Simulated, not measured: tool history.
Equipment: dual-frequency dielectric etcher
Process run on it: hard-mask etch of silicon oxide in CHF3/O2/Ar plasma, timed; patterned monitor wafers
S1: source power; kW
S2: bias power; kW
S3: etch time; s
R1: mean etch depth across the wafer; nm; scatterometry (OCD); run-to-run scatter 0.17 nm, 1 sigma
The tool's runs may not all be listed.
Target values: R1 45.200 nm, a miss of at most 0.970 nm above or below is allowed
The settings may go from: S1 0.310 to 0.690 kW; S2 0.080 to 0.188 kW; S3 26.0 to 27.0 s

{"run": 1, "day": 0.0, "S1": 0.5, "S2": 0.134, "S3": 26.0, "R1": 40.594}
{"run": 2, "day": 0.296, "S1": 0.5, "S2": 0.146, "S3": 26.0, "R1": 41.676}
{"run": 3, "day": 0.517, "S1": 0.56, "S2": 0.146, "S3": 26.0, "R1": 43.355}
{"run": 4, "day": 0.558, "S1": 0.57, "S2": 0.147, "S3": 26.0, "R1": 43.59}
{"run": 5, "day": 0.788, "S1": 0.53, "S2": 0.147, "S3": 26.0, "R1": 42.432}
{"run": 6, "day": 0.842, "S1": 0.53, "S2": 0.131, "S3": 26.0, "R1": 40.594}
{"run": 7, "day": 1.067, "S1": 0.56, "S2": 0.135, "S3": 26.0, "R1": 41.948}
{"run": 8, "day": 1.154, "S1": 0.58, "S2": 0.137, "S3": 26.0, "R1": 42.683}
{"run": 9, "day": 1.421, "S1": 0.6, "S2": 0.139, "S3": 26.0, "R1": 43.244}
{"run": 10, "day": 1.588, "S1": 0.61, "S2": 0.141, "S3": 26.0, "R1": 43.818}

Pick the move, out of 4, that brings all results within their allowed miss; only one does.
{"run": "A", "day": 1.754, "S1": 0.67, "S2": 0.139, "S3": 26.0, "R1": "?"}
{"run": "B", "day": 1.754, "S1": 0.69, "S2": 0.117, "S3": 26.5, "R1": "?"}
{"run": "C", "day": 1.754, "S1": 0.66, "S2": 0.12, "S3": 26.5, "R1": "?"}
{"run": "D", "day": 1.754, "S1": 0.63, "S2": 0.13, "S3": 26.0, "R1": "?"}

move=A R1=44.643
move=B R1=42.889
move=C R1=42.665
move=D R1=42.551
A: each result inside its tolerance
B: moves away from the targets compared with the last run
C: moves away from the targets compared with the last run
D: moves away from the targets compared with the last run
A meets every target.
